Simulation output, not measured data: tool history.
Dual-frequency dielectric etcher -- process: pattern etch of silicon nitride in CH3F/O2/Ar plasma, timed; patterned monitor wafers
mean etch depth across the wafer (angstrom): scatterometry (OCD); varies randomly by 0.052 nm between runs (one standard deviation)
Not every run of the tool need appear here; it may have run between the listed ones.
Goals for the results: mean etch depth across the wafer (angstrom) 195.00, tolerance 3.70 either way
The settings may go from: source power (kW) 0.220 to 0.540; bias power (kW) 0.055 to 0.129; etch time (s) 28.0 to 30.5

run  hour  source power (kW)  bias power (kW)  etch time (s)  mean etch depth across the wafer (angstrom)
  1   0.0              0.380            0.092           30.5                                       255.83
  2   1.4              0.360            0.087           30.5                                       244.94
  3   8.1              0.340            0.084           30.5                                       237.37
  4  15.6              0.340            0.096           30.5                                       249.60
  5  16.6              0.320            0.091           30.5                                       238.29
  6  19.3              0.310            0.088           30.5                                       231.04
  7  23.3              0.300            0.086           30.5                                       224.99
  8  24.6              0.290            0.085           30.5                                       220.82
  9  26.3              0.280            0.084           30.5                                       215.20
 10  28.2              0.270            0.084           30.5                                       212.20
 11  31.2              0.260            0.084           30.5                                       207.99
 12  34.7              0.250            0.084           30.5                                       203.94

5 next moves are on the table. One of them brings every result within its allowed miss. Which?
  A  38.2              0.240            0.085           28.5                                            ?
  B  38.2              0.240            0.099           30.0                                            ?
  C  38.2              0.330            0.081           29.5                                            ?
  D  38.2              0.250            0.089           30.0                                            ?
  E  38.2              0.230            0.090           29.5                                            ?

move  mean etch depth across the wafer (angstrom)
   A                                       187.72
   B                                       209.09
   C                                       222.61
   D                                       205.10
   E                                       194.22
A: takes the biggest miss from the last run beyond its target
B: lands further from the targets than the last run did
C: lands further from the targets than the last run did
D: lands further from the targets than the last run did
E: all results land within tolerance of their targets
E meets every target.
